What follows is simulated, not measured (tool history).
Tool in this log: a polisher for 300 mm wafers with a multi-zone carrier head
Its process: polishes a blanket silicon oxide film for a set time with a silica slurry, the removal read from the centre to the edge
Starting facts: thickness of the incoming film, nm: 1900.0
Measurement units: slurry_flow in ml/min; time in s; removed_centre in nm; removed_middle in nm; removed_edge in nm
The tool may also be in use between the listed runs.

run 1 hour=0.0 | slurry_flow=250 centre_zone=1.00 middle_zone=1.00 edge_zone=1.00 slurry_solids=1.00 time=39 | removed_centre=121.73 removed_middle=126.79 removed_edge=128.04
run 2 hour=5.8 | slurry_flow=255 centre_zone=1.01 middle_zone=1.00 edge_zone=1.05 slurry_solids=1.15 time=39 | removed_centre=128.68 removed_middle=132.88 removed_edge=146.29
run 3 hour=9.8 | slurry_flow=305 centre_zone=1.01 middle_zone=1.00 edge_zone=1.05 slurry_solids=1.15 time=39 | removed_centre=134.46 removed_middle=137.92 removed_edge=145.61
run 4 hour=15.1 | slurry_flow=305 centre_zone=1.01 middle_zone=1.00 edge_zone=1.00 slurry_solids=1.15 time=39 | removed_centre=134.66 removed_middle=136.64 removed_edge=143.71
run 5 hour=20.0 | slurry_flow=305 centre_zone=1.01 middle_zone=1.00 edge_zone=1.00 slurry_solids=1.15 time=35 | removed_centre=118.31 removed_middle=123.47 removed_edge=129.13
run 6 hour=22.7 | slurry_flow=305 centre_zone=1.01 middle_zone=1.00 edge_zone=1.00 slurry_solids=1.30 time=35 | removed_centre=126.26 removed_middle=130.34 removed_edge=137.27
run 7 hour=26.0 | slurry_flow=310 centre_zone=1.04 middle_zone=1.02 edge_zone=1.05 slurry_solids=1.35 time=35 | removed_centre=130.72 removed_middle=134.60 removed_edge=140.65
-- hour=28.8 centre zone pressure recalibrated
run 8 hour=28.8 | slurry_flow=315 centre_zone=1.06 middle_zone=0.97 edge_zone=1.11 slurry_solids=1.50 time=40 | removed_centre=169.05 removed_middle=155.76 removed_edge=174.30

Run 9 is up next; what results do you expect?
run 9 hour=34.4 | slurry_flow=305 centre_zone=1.05 middle_zone=0.97 edge_zone=1.10 slurry_solids=1.50 time=40 | removed_centre=? removed_middle=? removed_edge=?

removed_centre: 170.92 nm
removed_middle: 155.47 nm
removed_edge: 174.45 nm
